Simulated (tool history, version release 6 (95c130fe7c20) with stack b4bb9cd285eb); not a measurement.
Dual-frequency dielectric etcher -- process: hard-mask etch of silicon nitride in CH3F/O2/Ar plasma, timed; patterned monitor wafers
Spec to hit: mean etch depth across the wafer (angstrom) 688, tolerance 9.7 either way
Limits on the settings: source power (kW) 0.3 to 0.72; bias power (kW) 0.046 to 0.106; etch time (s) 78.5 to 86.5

run	hour	source power (kW)	bias power (kW)	etch time (s)	mean etch depth across the wafer (angstrom)
1	0	0.51	0.076	86.5	759.47
2	6.6	0.48	0.075	86.5	729.87
3	13.4	0.48	0.075	86.5	731.7
4	17.2	0.48	0.086	86.5	765.95
5	18	0.45	0.086	86.5	735.06
6	24.9	0.45	0.086	86.5	735.3
7	29	0.43	0.086	86.5	712.87
8	34.9	0.42	0.086	86.5	703.6

Next run, 4 choices. One meets every target within its allowed miss, the rest don't. Which?
A	40.8	0.41	0.102	84	?
B	40.8	0.43	0.087	83.5	?
C	40.8	0.44	0.084	85	?
D	40.8	0.36	0.101	86.5	?

move	mean etch depth across the wafer (angstrom)
A	706.62
B	689.3
C	704.57
D	662.15
A: moves away from the targets compared with the last run
B: all results in spec
C: moves away from the targets compared with the last run
D: moves the result that the last run missed by most past its target, out the other side
The move that meets every target is B.
